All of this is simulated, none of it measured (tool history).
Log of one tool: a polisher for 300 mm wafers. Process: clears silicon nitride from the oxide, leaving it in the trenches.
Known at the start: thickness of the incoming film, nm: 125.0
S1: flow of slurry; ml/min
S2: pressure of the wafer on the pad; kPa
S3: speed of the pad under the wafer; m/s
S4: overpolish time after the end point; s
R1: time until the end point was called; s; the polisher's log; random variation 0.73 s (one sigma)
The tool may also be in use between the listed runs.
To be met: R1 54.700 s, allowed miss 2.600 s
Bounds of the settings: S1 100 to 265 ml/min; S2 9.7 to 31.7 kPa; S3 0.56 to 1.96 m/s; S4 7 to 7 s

run	hour	S1	S2	S3	S4	R1
1	0.0	170	20.7	1.26	7	81.988
2	6.1	170	17.2	1.26	7	94.600
3	13.1	170	20.0	1.26	7	84.182
4	16.4	170	22.1	1.28	7	75.705
5	20.9	210	22.1	1.28	7	73.337
6	29.4	210	19.3	1.28	7	83.253
7	37.1	210	21.4	1.30	7	73.891
8	38.7	210	22.8	1.30	7	69.445
9	47.6	210	24.1	1.30	7	65.307
10	54.3	210	24.8	1.30	7	64.309
11	55.6	210	25.5	1.30	7	62.519
12	61.1	210	26.2	1.30	7	60.639

Which of these 4 next moves meets every target?
A	66.6	180	28.3	1.14	7	?
B	66.6	210	25.5	1.48	7	?
C	66.6	215	31.7	1.32	7	?
D	66.6	230	28.3	1.48	7	?

move	R1
A	65.516
B	56.024
C	50.128
D	50.146
A: further off than the last run
B: meets every target
C: takes the result that was furthest off past its target
D: takes the result that was furthest off past its target
Move B is the one to make.
